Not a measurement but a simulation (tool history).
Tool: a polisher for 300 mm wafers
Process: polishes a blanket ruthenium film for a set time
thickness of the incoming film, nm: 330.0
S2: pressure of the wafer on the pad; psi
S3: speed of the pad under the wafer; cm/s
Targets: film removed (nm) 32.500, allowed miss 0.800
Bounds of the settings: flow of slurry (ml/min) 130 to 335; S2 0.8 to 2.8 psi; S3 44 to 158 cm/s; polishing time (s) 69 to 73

run 1 hour=0.0 | flow_of_slurry_(ml/min)=215 S2=1.8 S3=100 polishing_time_(s)=69 | film_removed_(nm)=70.547
run 2 hour=3.4 | flow_of_slurry_(ml/min)=210 S2=1.6 S3=96 polishing_time_(s)=69 | film_removed_(nm)=61.525
run 3 hour=8.5 | flow_of_slurry_(ml/min)=210 S2=1.6 S3=96 polishing_time_(s)=69 | film_removed_(nm)=61.832
run 4 hour=15.8 | flow_of_slurry_(ml/min)=205 S2=1.4 S3=90 polishing_time_(s)=69 | film_removed_(nm)=52.088
run 5 hour=17.0 | flow_of_slurry_(ml/min)=205 S2=1.4 S3=102 polishing_time_(s)=69 | film_removed_(nm)=59.740
run 6 hour=17.9 | flow_of_slurry_(ml/min)=205 S2=1.4 S3=102 polishing_time_(s)=69 | film_removed_(nm)=58.979
run 7 hour=19.1 | flow_of_slurry_(ml/min)=200 S2=1.3 S3=96 polishing_time_(s)=69 | film_removed_(nm)=52.297
run 8 hour=21.6 | flow_of_slurry_(ml/min)=195 S2=1.2 S3=92 polishing_time_(s)=69 | film_removed_(nm)=46.686
run 9 hour=23.8 | flow_of_slurry_(ml/min)=185 S2=1.1 S3=90 polishing_time_(s)=69 | film_removed_(nm)=42.855
run 10 hour=31.8 | flow_of_slurry_(ml/min)=175 S2=1.0 S3=88 polishing_time_(s)=69 | film_removed_(nm)=39.328
run 11 hour=35.6 | flow_of_slurry_(ml/min)=155 S2=0.8 S3=80 polishing_time_(s)=69 | film_removed_(nm)=30.208
run 12 hour=39.2 | flow_of_slurry_(ml/min)=165 S2=0.8 S3=80 polishing_time_(s)=69 | film_removed_(nm)=30.039
run 13 hour=39.9 | flow_of_slurry_(ml/min)=165 S2=1.0 S3=80 polishing_time_(s)=69 | film_removed_(nm)=35.492

Which of these 4 next moves meets every target?
run A hour=40.6 | flow_of_slurry_(ml/min)=130 S2=0.8 S3=86 polishing_time_(s)=71 | film_removed_(nm)=?
run B hour=40.6 | flow_of_slurry_(ml/min)=190 S2=1.0 S3=88 polishing_time_(s)=69 | film_removed_(nm)=?
run C hour=40.6 | flow_of_slurry_(ml/min)=200 S2=0.8 S3=80 polishing_time_(s)=69 | film_removed_(nm)=?
run D hour=40.6 | flow_of_slurry_(ml/min)=160 S2=1.1 S3=86 polishing_time_(s)=70 | film_removed_(nm)=?

move=A film_removed_(nm)=32.429
move=B film_removed_(nm)=39.592
move=C film_removed_(nm)=31.185
move=D film_removed_(nm)=41.140
A: meets every target
B: further off than the last run
C: takes the result that was furthest off past its target
D: further off than the last run
Move A is the one to make.

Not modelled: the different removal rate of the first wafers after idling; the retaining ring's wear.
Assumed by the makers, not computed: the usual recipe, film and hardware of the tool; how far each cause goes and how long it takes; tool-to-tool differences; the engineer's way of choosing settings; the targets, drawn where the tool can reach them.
